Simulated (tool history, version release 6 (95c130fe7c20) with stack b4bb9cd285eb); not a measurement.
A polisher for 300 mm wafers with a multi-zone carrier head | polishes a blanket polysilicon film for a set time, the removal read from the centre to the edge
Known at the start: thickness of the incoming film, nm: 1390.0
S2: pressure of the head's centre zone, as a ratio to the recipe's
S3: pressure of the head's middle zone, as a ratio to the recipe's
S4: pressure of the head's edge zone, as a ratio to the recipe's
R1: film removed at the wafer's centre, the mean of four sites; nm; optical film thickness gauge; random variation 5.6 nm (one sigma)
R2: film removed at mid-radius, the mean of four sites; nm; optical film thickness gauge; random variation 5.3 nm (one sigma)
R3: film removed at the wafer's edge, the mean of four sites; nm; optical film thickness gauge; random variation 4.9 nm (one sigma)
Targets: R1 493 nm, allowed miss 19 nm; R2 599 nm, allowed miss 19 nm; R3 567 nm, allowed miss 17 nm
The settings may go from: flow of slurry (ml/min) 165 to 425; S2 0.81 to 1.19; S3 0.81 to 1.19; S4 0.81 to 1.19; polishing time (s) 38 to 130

{"run": 1, "hour": 0.0, "flow of slurry (ml/min)": 275, "S2": 1, "S3": 1, "S4": 1, "polishing time (s)": 84, "R1": 414.77, "R2": 410.99, "R3": 418.38}
{"run": 2, "hour": 5.3, "flow of slurry (ml/min)": 280, "S2": 0.99, "S3": 1.04, "S4": 1.03, "polishing time (s)": 88, "R1": 429.82, "R2": 451.06, "R3": 442.06}
{"run": 3, "hour": 7.7, "flow of slurry (ml/min)": 280, "S2": 0.99, "S3": 0.96, "S4": 1.03, "polishing time (s)": 88, "R1": 434.47, "R2": 413.59, "R3": 448.71}
{"run": 4, "hour": 11.5, "flow of slurry (ml/min)": 280, "S2": 0.99, "S3": 0.96, "S4": 1.03, "polishing time (s)": 103, "R1": 498.61, "R2": 491.54, "R3": 524.52}
{"run": 5, "hour": 18.8, "flow of slurry (ml/min)": 285, "S2": 0.98, "S3": 0.99, "S4": 1.05, "polishing time (s)": 104, "R1": 507.27, "R2": 513.15, "R3": 532.89}
{"run": 6, "hour": 23.3, "flow of slurry (ml/min)": 325, "S2": 0.98, "S3": 0.99, "S4": 1.05, "polishing time (s)": 104, "R1": 512.28, "R2": 510.99, "R3": 539.04}
{"run": 7, "hour": 30.4, "flow of slurry (ml/min)": 320, "S2": 0.96, "S3": 1.02, "S4": 1.06, "polishing time (s)": 105, "R1": 507.51, "R2": 532.29, "R3": 541.07}
{"run": 8, "hour": 36.6, "flow of slurry (ml/min)": 315, "S2": 0.95, "S3": 1.04, "S4": 1.07, "polishing time (s)": 106, "R1": 501.74, "R2": 546.72, "R3": 542.13}
{"run": 9, "hour": 41.8, "flow of slurry (ml/min)": 315, "S2": 0.94, "S3": 1.05, "S4": 1.08, "polishing time (s)": 107, "R1": 499.68, "R2": 560.87, "R3": 557.98}
{"run": 10, "hour": 49.5, "flow of slurry (ml/min)": 315, "S2": 0.94, "S3": 1.06, "S4": 1.08, "polishing time (s)": 107, "R1": 508.7, "R2": 567.37, "R3": 559.66}

Which of these 4 next moves meets every target?
{"run": "A", "hour": 57.2, "flow of slurry (ml/min)": 410, "S2": 0.9, "S3": 1.13, "S4": 1.09, "polishing time (s)": 106, "R1": "?", "R2": "?", "R3": "?"}
{"run": "B", "hour": 57.2, "flow of slurry (ml/min)": 315, "S2": 0.92, "S3": 1.05, "S4": 1.12, "polishing time (s)": 107, "R1": "?", "R2": "?", "R3": "?"}
{"run": "C", "hour": 57.2, "flow of slurry (ml/min)": 305, "S2": 0.95, "S3": 1.15, "S4": 1.01, "polishing time (s)": 113, "R1": "?", "R2": "?", "R3": "?"}
{"run": "D", "hour": 57.2, "flow of slurry (ml/min)": 310, "S2": 0.95, "S3": 1.01, "S4": 1.11, "polishing time (s)": 113, "R1": "?", "R2": "?", "R3": "?"}

move=A R1=484.27 R2=598.61 R3=552.84
move=B R1=488.37 R2=555.94 R3=557.57
move=C R1=531.42 R2=632.89 R3=557.36
move=D R1=531.74 R2=567.22 R3=585.85
A: meets every target
B: further off than the last run
C: takes the result that was furthest off past its target
D: further off than the last run
Move A is the one to make.
